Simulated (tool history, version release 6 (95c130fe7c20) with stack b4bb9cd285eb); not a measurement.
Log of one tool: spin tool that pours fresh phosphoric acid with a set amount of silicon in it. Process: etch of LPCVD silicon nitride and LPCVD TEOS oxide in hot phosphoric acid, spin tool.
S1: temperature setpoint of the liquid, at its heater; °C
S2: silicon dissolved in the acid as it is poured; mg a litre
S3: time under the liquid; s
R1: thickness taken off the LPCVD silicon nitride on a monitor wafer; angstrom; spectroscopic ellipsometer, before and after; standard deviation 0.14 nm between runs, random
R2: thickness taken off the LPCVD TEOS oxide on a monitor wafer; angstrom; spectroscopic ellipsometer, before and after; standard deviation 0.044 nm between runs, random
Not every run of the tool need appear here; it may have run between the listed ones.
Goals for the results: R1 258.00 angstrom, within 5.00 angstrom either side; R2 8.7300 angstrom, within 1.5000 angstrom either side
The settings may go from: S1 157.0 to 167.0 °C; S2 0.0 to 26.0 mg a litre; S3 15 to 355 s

run  hour     S1    S2   S3      R1      R2
  1   0.0  162.0  11.5  180  183.91  5.8153
  2   7.7  162.0  11.5  235  239.84  7.6485
  3  15.8  162.5  11.5  235  246.14  7.6560
  4  23.1  163.0  10.5  235  249.18  8.1196
  5  28.0  161.0  10.5  235  233.31  7.5345
  6  34.8  162.0  10.0  235  241.91  8.0170
  7  39.2  162.5  10.0  235  244.57  8.6498
  8  41.7  163.0  10.5  235  248.07  8.9036

Which one of the following 5 next-run settings gets every result inside its allowed miss? There is exactly one.
  A  44.2  162.5  11.5  265   ?   ?
  B  44.2  164.0   8.0  210   ?   ?
  C  44.2  162.5  11.5  235   ?   ?
  D  44.2  164.0  12.0  245   ?   ?
  E  44.2  165.0  14.0  230   ?   ?

move      R1      R2
   A  275.84  9.0410
   B  229.71  8.6368
   C  244.61  8.0175
   D  268.00  9.2187
   E  260.01  8.8730
A: pushes the last run's worst result past its target
B: further off than the last run
C: further off than the last run
D: pushes the last run's worst result past its target
E: all results in spec
E meets every target.
